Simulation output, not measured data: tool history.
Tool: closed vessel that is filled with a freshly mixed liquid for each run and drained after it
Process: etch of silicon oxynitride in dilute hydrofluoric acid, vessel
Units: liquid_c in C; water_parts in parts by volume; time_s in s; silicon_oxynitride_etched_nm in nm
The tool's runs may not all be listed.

run 1 hour=0 | liquid_c=20 water_parts=205 time_s=790 | silicon_oxynitride_etched_nm=10.753
run 2 hour=7.4 | liquid_c=22 water_parts=205 time_s=790 | silicon_oxynitride_etched_nm=11.691
run 3 hour=13.7 | liquid_c=24 water_parts=155 time_s=805 | silicon_oxynitride_etched_nm=18.073
run 4 hour=23.2 | liquid_c=24 water_parts=155 time_s=850 | silicon_oxynitride_etched_nm=18.982
run 5 hour=25.6 | liquid_c=25 water_parts=120 time_s=850 | silicon_oxynitride_etched_nm=26.428
run 6 hour=29.2 | liquid_c=22 water_parts=120 time_s=850 | silicon_oxynitride_etched_nm=23.019

Run 7 comes next. What will it give?
run 7 hour=30.8 | liquid_c=24 water_parts=105 time_s=850 | silicon_oxynitride_etched_nm=?

silicon_oxynitride_etched_nm: 29.054 nm

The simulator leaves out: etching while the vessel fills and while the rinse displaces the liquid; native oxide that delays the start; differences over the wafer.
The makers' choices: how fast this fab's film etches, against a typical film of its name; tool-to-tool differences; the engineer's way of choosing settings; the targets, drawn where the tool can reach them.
